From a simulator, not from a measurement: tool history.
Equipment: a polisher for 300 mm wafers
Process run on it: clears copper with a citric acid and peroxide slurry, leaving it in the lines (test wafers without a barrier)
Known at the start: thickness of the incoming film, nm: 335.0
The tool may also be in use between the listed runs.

run,day,flow of slurry (ml/min),pressure of the wafer on the pad (psi),speed of the pad under the wafer (cm/s),abrasive content of the slurry,overpolish time after the end point (s),time until the end point was called (s),dishing of a wide line in a test structure (angstrom)
1,0.000,300,3.5,124,1.0,26,115.09,500.01
2,0.317,300,3.4,124,1.0,28,120.97,550.39
3,0.683,350,3.4,124,1.0,28,119.72,533.20
4,0.829,350,2.7,124,1.0,28,149.42,447.69
5,1.025,350,2.7,124,1.0,29,148.13,454.40
6,1.375,350,2.7,124,1.0,30,147.48,478.59
7,1.504,345,2.5,124,1.0,37,158.86,516.56

The next listed run, before its measurement:
# day 1.850: slurry blender recalibrated
8,1.850,345,2.6,124,1.0,38,?,?

Run 8 came out at time until the end point was called (s) 141.88, dishing of a wide line in a test structure (angstrom) 573.07.
